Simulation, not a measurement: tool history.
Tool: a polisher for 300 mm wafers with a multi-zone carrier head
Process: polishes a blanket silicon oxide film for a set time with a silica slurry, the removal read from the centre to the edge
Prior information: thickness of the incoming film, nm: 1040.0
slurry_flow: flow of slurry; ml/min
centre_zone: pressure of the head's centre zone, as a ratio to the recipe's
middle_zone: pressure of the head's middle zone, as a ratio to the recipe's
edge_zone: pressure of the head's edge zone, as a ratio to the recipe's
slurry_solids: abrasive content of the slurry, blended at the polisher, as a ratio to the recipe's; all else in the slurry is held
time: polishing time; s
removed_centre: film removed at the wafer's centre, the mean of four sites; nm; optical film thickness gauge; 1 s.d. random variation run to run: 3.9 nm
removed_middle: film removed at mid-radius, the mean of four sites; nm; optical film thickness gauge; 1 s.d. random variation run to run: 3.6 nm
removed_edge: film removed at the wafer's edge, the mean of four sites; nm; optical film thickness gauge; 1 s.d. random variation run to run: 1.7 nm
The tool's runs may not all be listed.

{"run": 1, "day": 0.0, "slurry_flow": 275, "centre_zone": 1.0, "middle_zone": 1.0, "edge_zone": 1.0, "slurry_solids": 1.0, "time": 74, "removed_centre": 362.72, "removed_middle": 355.38, "removed_edge": 350.36}
{"run": 2, "day": 0.225, "slurry_flow": 275, "centre_zone": 1.0, "middle_zone": 1.0, "edge_zone": 0.98, "slurry_solids": 0.95, "time": 74, "removed_centre": 346.96, "removed_middle": 346.54, "removed_edge": 343.1}
{"run": 3, "day": 0.579, "slurry_flow": 275, "centre_zone": 1.07, "middle_zone": 1.0, "edge_zone": 0.98, "slurry_solids": 0.95, "time": 74, "removed_centre": 367.46, "removed_middle": 340.71, "removed_edge": 341.39}
{"run": 4, "day": 0.871, "slurry_flow": 275, "centre_zone": 1.07, "middle_zone": 1.0, "edge_zone": 0.98, "slurry_solids": 0.95, "time": 93, "removed_centre": 459.59, "removed_middle": 440.68, "removed_edge": 429.23}
{"run": 5, "day": 0.983, "slurry_flow": 275, "centre_zone": 1.07, "middle_zone": 1.0, "edge_zone": 0.98, "slurry_solids": 0.95, "time": 103, "removed_centre": 504.86, "removed_middle": 475.75, "removed_edge": 475.9}
{"run": 6, "day": 1.262, "slurry_flow": 275, "centre_zone": 1.07, "middle_zone": 1.0, "edge_zone": 0.96, "slurry_solids": 0.9, "time": 98, "removed_centre": 467.83, "removed_middle": 444.51, "removed_edge": 433.11}
{"run": 7, "day": 1.454, "slurry_flow": 275, "centre_zone": 1.07, "middle_zone": 1.0, "edge_zone": 0.96, "slurry_solids": 0.9, "time": 98, "removed_centre": 462.63, "removed_middle": 433.19, "removed_edge": 435.98}
{"run": 8, "day": 1.479, "slurry_flow": 275, "centre_zone": 1.08, "middle_zone": 1.02, "edge_zone": 0.94, "slurry_solids": 0.85, "time": 94, "removed_centre": 433.09, "removed_middle": 413.9, "removed_edge": 396.86}
{"run": 9, "day": 1.65, "slurry_flow": 270, "centre_zone": 1.08, "middle_zone": 1.02, "edge_zone": 0.92, "slurry_solids": 0.8, "time": 92, "removed_centre": 409.68, "removed_middle": 394.34, "removed_edge": 371.34}
{"run": 10, "day": 2.017, "slurry_flow": 265, "centre_zone": 1.07, "middle_zone": 1.01, "edge_zone": 0.9, "slurry_solids": 0.75, "time": 90, "removed_centre": 374.83, "removed_middle": 366.5, "removed_edge": 344.75}
{"run": 11, "day": 2.162, "slurry_flow": 260, "centre_zone": 1.08, "middle_zone": 0.96, "edge_zone": 0.81, "slurry_solids": 0.5, "time": 81, "removed_centre": 256.22, "removed_middle": 232.27, "removed_edge": 221.97}
{"run": 12, "day": 2.388, "slurry_flow": 265, "centre_zone": 1.08, "middle_zone": 0.97, "edge_zone": 0.83, "slurry_solids": 0.5, "time": 81, "removed_centre": 259.6, "removed_middle": 230.93, "removed_edge": 224.54}
{"run": 13, "day": 2.483, "slurry_flow": 265, "centre_zone": 1.08, "middle_zone": 0.99, "edge_zone": 0.85, "slurry_solids": 0.5, "time": 81, "removed_centre": 255.67, "removed_middle": 238.41, "removed_edge": 226.23}
{"run": 14, "day": 2.788, "slurry_flow": 265, "centre_zone": 1.09, "middle_zone": 1.0, "edge_zone": 0.87, "slurry_solids": 0.5, "time": 81, "removed_centre": 252.86, "removed_middle": 249.02, "removed_edge": 228.94}
{"run": 15, "day": 3.062, "slurry_flow": 270, "centre_zone": 1.09, "middle_zone": 1.0, "edge_zone": 0.88, "slurry_solids": 0.5, "time": 81, "removed_centre": 263.09, "removed_middle": 240.11, "removed_edge": 232.13}
{"run": 16, "day": 3.346, "slurry_flow": 275, "centre_zone": 1.09, "middle_zone": 1.01, "edge_zone": 0.9, "slurry_solids": 0.5, "time": 81, "removed_centre": 264.79, "removed_middle": 248.18, "removed_edge": 234.23}

Run 17 has not been measured yet. What should we expect?
{"run": 17, "day": 3.483, "slurry_flow": 280, "centre_zone": 1.09, "middle_zone": 1.02, "edge_zone": 0.92, "slurry_solids": 0.5, "time": 81, "removed_centre": "?", "removed_middle": "?", "removed_edge": "?"}

Run 17 measured removed_centre 260.47 nm, removed_middle 250.01 nm, removed_edge 235.81 nm.
